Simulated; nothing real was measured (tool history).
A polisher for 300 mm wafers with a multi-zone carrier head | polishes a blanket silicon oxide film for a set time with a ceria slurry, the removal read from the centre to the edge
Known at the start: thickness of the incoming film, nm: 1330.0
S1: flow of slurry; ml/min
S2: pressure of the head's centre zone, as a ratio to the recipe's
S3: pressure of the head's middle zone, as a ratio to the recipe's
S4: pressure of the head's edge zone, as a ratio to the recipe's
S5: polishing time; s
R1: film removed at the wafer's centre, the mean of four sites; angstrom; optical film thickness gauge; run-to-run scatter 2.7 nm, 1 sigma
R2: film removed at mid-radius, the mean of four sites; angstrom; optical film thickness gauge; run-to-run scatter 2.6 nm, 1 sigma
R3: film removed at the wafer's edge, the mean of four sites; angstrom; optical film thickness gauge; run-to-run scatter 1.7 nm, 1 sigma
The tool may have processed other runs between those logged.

run,day,S1,S2,S3,S4,S5,R1,R2,R3
1,0,290,1,1,1,64,3081.3,2897.9,2846.3
2,0.112,290,1.06,1,1,64,3288.7,2937,2848.8
3,0.283,290,1.06,1,1,72,3638,3284.7,3250.3
4,0.321,280,1.01,0.98,0.98,62,2979.6,2733.3,2753.9
5,0.567,280,1.01,0.98,0.92,62,2922.6,2744.2,2703.5
6,0.696,275,0.99,0.98,0.92,54,2477.6,2384.1,2354.2
7,1.033,275,0.99,0.98,0.92,49,2304.7,2219.1,2087.4
8,1.104,275,0.99,0.98,0.92,49,2245.4,2149.6,2115.1

Run 9, settings as shown, results not yet in. Your forecast:
9,1.162,270,0.95,0.94,0.85,37,?,?,?

R1: 1628.4 angstrom
R2: 1631 angstrom
R3: 1519.8 angstrom
